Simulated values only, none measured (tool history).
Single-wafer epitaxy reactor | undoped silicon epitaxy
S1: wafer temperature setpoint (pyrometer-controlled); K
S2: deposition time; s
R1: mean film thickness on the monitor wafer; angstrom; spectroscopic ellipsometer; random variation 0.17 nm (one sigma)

| run | day | S1 | S2 | R1 |
|---|---|---|---|---|
| 1 | 0 | 918.15 | 284 | 397.41 |
| 2 | 0.029 | 920.15 | 286 | 418.44 |
| 3 | 0.088 | 922.15 | 288 | 443.74 |
| 4 | 0.388 | 922.15 | 252 | 386.41 |
| 5 | 0.683 | 924.15 | 256 | 414.78 |
| 6 | 0.888 | 924.15 | 278 | 448.11 |
| 7 | 0.938 | 924.15 | 278 | 449.59 |
| 8 | 1.054 | 926.15 | 279 | 474.64 |
| 9 | 1.104 | 928.15 | 279 | 499.78 |
| 10 | 1.146 | 929.15 | 279 | 512.07 |
| 11 | 1.279 | 930.15 | 279 | 522.15 |

Run 12 comes next. What will it give?
| 12 | 1.617 | 931.15 | 280 | ? |

R1: 539.24 angstrom
